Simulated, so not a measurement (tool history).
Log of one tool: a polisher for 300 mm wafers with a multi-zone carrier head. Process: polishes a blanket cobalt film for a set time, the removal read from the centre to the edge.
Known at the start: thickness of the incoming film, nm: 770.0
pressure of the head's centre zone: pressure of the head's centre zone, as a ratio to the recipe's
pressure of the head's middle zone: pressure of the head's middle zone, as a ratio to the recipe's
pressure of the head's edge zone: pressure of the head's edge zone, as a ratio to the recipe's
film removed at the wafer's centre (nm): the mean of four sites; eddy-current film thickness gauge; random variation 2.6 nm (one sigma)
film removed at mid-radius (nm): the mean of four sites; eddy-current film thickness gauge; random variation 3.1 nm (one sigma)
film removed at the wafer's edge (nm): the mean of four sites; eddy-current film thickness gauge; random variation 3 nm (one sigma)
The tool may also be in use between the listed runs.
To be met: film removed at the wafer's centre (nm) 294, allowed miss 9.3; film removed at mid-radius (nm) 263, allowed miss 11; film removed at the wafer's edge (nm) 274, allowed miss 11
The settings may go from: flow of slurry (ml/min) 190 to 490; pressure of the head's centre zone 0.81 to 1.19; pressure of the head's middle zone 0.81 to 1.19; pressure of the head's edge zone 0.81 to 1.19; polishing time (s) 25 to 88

run  hour  flow of slurry (ml/min)  pressure of the head's centre zone  pressure of the head's middle zone  pressure of the head's edge zone  polishing time (s)  film removed at the wafer's centre (nm)  film removed at mid-radius (nm)  film removed at the wafer's edge (nm)
  1     0                      315                                   1                                   1                                 1                  56                                   212.81                           213.89                                 215.08
  2     4                      315                                   1                                   1                                 1                  49                                    184.6                           186.87                                 186.59
  3   4.5                      320                                1.04                                1.01                              1.04                  54                                   213.67                            207.1                                 210.31
  4  11.8                      245                                1.04                                1.01                              1.04                  54                                      207                           202.62                                 209.84
  5  14.5                      245                                1.04                                0.92                              1.04                  54                                   202.75                           190.54                                  203.5
  6  16.3                      245                                1.04                                0.92                               1.1                  54                                   204.99                           186.46                                 215.11
  7  25.2                      255                                1.08                                0.99                              1.11                  57                                   228.01                            212.2                                 226.36
  8  30.6                      260                                 1.1                                   1                              1.13                  60                                   242.99                           224.38                                 235.87

Which of these 5 next moves meets every target?
  A    36                      225                                0.89                                1.11                              1.12                  65                                        ?                                ?                                      ?
  B    36                      325                                0.87                                0.95                              1.13                  57                                        ?                                ?                                      ?
  C    36                      245                                1.13                                0.94                                 1                  51                                        ?                                ?                                      ?
  D    36                      280                                1.13                                   1                              1.07                  70                                        ?                                ?                                      ?
  E    36                      345                                0.92                                1.19                              1.04                  55                                        ?                                ?                                      ?

move  film removed at the wafer's centre (nm)  film removed at mid-radius (nm)  film removed at the wafer's edge (nm)
   A                                   207.97                           262.82                                 255.69
   B                                    187.2                           211.32                                 233.36
   C                                   210.18                           181.15                                 193.53
   D                                   294.08                           266.33                                 276.42
   E                                   192.62                           248.39                                 217.62
A: further off than the last run
B: further off than the last run
C: further off than the last run
D: meets every target
E: further off than the last run
Answer: D

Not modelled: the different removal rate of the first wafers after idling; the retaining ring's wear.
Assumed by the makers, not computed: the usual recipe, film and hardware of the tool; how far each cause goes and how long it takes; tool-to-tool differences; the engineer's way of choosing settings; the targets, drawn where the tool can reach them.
